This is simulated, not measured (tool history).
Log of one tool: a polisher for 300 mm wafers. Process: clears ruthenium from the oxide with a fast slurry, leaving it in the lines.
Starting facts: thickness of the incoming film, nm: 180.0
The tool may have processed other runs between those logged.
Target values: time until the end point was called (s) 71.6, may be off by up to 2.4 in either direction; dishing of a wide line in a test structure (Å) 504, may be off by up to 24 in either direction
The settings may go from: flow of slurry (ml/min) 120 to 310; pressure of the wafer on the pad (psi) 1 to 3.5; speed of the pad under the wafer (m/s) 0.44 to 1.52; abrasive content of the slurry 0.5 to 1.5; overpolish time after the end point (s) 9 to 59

run  hour  flow of slurry (ml/min)  pressure of the wafer on the pad (psi)  speed of the pad under the wafer (m/s)  abrasive content of the slurry  overpolish time after the end point (s)  time until the end point was called (s)  dishing of a wide line in a test structure (Å)
  1     0                      200                                     2.2                                    0.98                               1                                       30                                   51.316                                          695.08
  2   4.1                      200                                     2.1                                    0.98                               1                                       29                                   53.705                                          648.76
  3   6.4                      200                                     1.6                                    0.98                               1                                       29                                   66.133                                          560.38
  4  12.5                      200                                       2                                    0.98                               1                                       29                                   56.336                                          632.97
  5  16.1                      200                                     1.9                                    0.98                               1                                       29                                   56.951                                          631.54
  6  24.9                      200                                     1.9                                    0.98                               1                                       41                                   58.519                                          798.03
  7  29.1                      200                                     1.8                                    0.98                               1                                       39                                    59.55                                          736.14
  8  31.3                      200                                     1.7                                    0.98                               1                                       37                                   62.504                                          700.11
  9  33.6                      200                                     1.7                                    0.98                               1                                       35                                   62.292                                          686.23
 10  42.5                      200                                     1.7                                    0.98                               1                                       33                                   63.671                                           647.5
 11  44.9                      200                                     1.7                                    0.98                               1                                       32                                   63.632                                          634.16
 12  49.9                      200                                     1.7                                    0.98                               1                                       31                                   62.436                                          616.25
 13  50.8                      200                                     1.7                                    0.98                               1                                       30                                   62.461                                          601.86

Next run, 4 choices. One meets every target within its allowed miss, the rest don't. Which?
  A  51.7                      220                                     1.4                                    0.84                             1.1                                       32                                        ?                                               ?
  B  51.7                      235                                       1                                    1.04                            1.15                                       26                                        ?                                               ?
  C  51.7                      180                                       2                                    0.88                             0.8                                       27                                        ?                                               ?
  D  51.7                      190                                     1.4                                    0.86                            1.05                                       26                                        ?                                               ?

move  time until the end point was called (s)  dishing of a wide line in a test structure (Å)
   A                                   75.641                                          544.26
   B                                   76.068                                          459.63
   C                                   71.228                                          499.45
   D                                   77.728                                          451.63
A: closer than the last run, but not yet in spec
B: takes the result that was furthest off past its target
C: meets every target
D: takes the result that was furthest off past its target
C meets every target.

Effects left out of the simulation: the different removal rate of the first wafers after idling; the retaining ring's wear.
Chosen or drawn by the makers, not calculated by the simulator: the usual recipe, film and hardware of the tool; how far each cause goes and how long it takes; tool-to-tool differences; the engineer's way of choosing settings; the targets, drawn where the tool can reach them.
